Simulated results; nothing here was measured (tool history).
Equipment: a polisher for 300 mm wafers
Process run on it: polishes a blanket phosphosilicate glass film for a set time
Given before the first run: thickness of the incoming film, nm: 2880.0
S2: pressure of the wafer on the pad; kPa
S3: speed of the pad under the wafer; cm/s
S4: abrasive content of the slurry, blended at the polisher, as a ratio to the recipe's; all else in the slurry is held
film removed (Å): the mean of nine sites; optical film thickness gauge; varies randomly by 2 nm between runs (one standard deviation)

Run 1, hour 0.0: flow of slurry (ml/min) 210, S2 20.7 kPa, S3 106 cm/s, S4 1.0, polishing time (s) 46. Result: film removed (Å) 3661.3.
Run 2, hour 4.9: flow of slurry (ml/min) 210, S2 20.7 kPa, S3 128 cm/s, S4 1.0, polishing time (s) 46. Result: film removed (Å) 4349.9.
Run 3, hour 13.6: flow of slurry (ml/min) 240, S2 20.7 kPa, S3 128 cm/s, S4 1.0, polishing time (s) 46. Result: film removed (Å) 4351.1.
Run 4, hour 15.6: flow of slurry (ml/min) 215, S2 20.7 kPa, S3 128 cm/s, S4 1.0, polishing time (s) 46. Result: film removed (Å) 4281.2.
Run 5, hour 17.3: flow of slurry (ml/min) 215, S2 19.3 kPa, S3 128 cm/s, S4 1.0, polishing time (s) 46. Result: film removed (Å) 4088.1.
Run 6, hour 26.1: flow of slurry (ml/min) 215, S2 19.3 kPa, S3 128 cm/s, S4 1.0, polishing time (s) 46. Result: film removed (Å) 4011.7.
Run 7, hour 27.4: flow of slurry (ml/min) 215, S2 17.9 kPa, S3 128 cm/s, S4 1.0, polishing time (s) 46. Result: film removed (Å) 3789.0.
Run 8, hour 34.4: flow of slurry (ml/min) 215, S2 17.2 kPa, S3 128 cm/s, S4 1.0, polishing time (s) 46. Result: film removed (Å) 3668.8.
Run 9, hour 39.5: flow of slurry (ml/min) 215, S2 16.5 kPa, S3 128 cm/s, S4 1.0, polishing time (s) 46. Result: film removed (Å) 3524.5.
Run 10, hour 43.8: flow of slurry (ml/min) 185, S2 11.7 kPa, S3 128 cm/s, S4 1.0, polishing time (s) 46. Result: film removed (Å) 2562.8.
Run 11, hour 49.1: flow of slurry (ml/min) 195, S2 11.7 kPa, S3 128 cm/s, S4 1.0, polishing time (s) 46. Result: film removed (Å) 2557.4.
Run 12, hour 52.5: flow of slurry (ml/min) 205, S2 11.7 kPa, S3 128 cm/s, S4 1.0, polishing time (s) 46. Result: film removed (Å) 2596.2.

What will run 13 give?
Run 13, hour 56.4: flow of slurry (ml/min) 210, S2 11.7 kPa, S3 128 cm/s, S4 1.0, polishing time (s) 46. Result: film removed (Å) ?.

Run 13 yielded film removed (Å) 2604.0.

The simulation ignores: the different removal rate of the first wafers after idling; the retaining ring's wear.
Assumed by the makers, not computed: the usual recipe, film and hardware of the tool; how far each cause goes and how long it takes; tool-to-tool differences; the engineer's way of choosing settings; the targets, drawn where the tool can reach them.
